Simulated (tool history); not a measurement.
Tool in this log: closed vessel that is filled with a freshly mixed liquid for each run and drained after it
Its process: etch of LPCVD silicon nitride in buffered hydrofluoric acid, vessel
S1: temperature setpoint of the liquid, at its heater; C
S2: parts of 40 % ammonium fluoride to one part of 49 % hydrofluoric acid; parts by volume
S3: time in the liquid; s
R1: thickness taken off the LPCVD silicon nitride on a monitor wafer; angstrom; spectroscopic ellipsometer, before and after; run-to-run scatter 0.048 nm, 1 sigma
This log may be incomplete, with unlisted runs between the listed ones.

run 1 hour=0 | S1=23 S2=7.5 S3=470 | R1=86.163
run 2 hour=5.1 | S1=23 S2=7.5 S3=350 | R1=64.51
run 3 hour=10.4 | S1=24.5 S2=7.5 S3=350 | R1=69.745
run 4 hour=15.1 | S1=26 S2=7 S3=350 | R1=80.567
run 5 hour=16.1 | S1=27 S2=7 S3=350 | R1=85.666
run 6 hour=16.7 | S1=25 S2=7 S3=350 | R1=76.594
run 7 hour=19.2 | S1=26.5 S2=7 S3=350 | R1=83.423

Forecast run 8:
run 8 hour=22 | S1=27.5 S2=7 S3=350 | R1=?

{"run 8": {"R1": 87.564}}
